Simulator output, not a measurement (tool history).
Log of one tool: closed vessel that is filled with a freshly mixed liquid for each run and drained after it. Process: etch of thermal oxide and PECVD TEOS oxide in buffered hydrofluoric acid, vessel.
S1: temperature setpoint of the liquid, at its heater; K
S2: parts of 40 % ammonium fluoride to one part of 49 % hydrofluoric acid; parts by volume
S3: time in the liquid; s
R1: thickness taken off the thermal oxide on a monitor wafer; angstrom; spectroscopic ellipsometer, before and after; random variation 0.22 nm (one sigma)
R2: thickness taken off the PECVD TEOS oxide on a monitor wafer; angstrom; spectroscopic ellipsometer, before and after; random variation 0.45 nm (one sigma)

{"run": 1, "hour": 0.0, "S1": 295.15, "S2": 12, "S3": 60, "R1": 446.85, "R2": 966.18}
{"run": 2, "hour": 3.4, "S1": 298.15, "S2": 12, "S3": 60, "R1": 526.34, "R2": 1149}
{"run": 3, "hour": 9.7, "S1": 298.15, "S2": 9.5, "S3": 60, "R1": 642.71, "R2": 1390.9}
{"run": 4, "hour": 17.0, "S1": 296.15, "S2": 9.5, "S3": 60, "R1": 583.89, "R2": 1260.2}
{"run": 5, "hour": 19.2, "S1": 296.15, "S2": 9.5, "S3": 35, "R1": 339.9, "R2": 732.38}
{"run": 6, "hour": 26.6, "S1": 294.65, "S2": 9.5, "S3": 35, "R1": 312.88, "R2": 675.04}
{"run": 7, "hour": 31.1, "S1": 295.65, "S2": 9.5, "S3": 35, "R1": 328.11, "R2": 719.57}
{"run": 8, "hour": 38.5, "S1": 296.65, "S2": 9.5, "S3": 35, "R1": 349.77, "R2": 758.84}
{"run": 9, "hour": 44.9, "S1": 297.15, "S2": 9.5, "S3": 35, "R1": 357.44, "R2": 782.22}

Run 10 comes next. What will it give?
{"run": 10, "hour": 51.5, "S1": 297.65, "S2": 9.5, "S3": 35, "R1": "?", "R2": "?"}

R1: 366.16 angstrom
R2: 800.98 angstrom
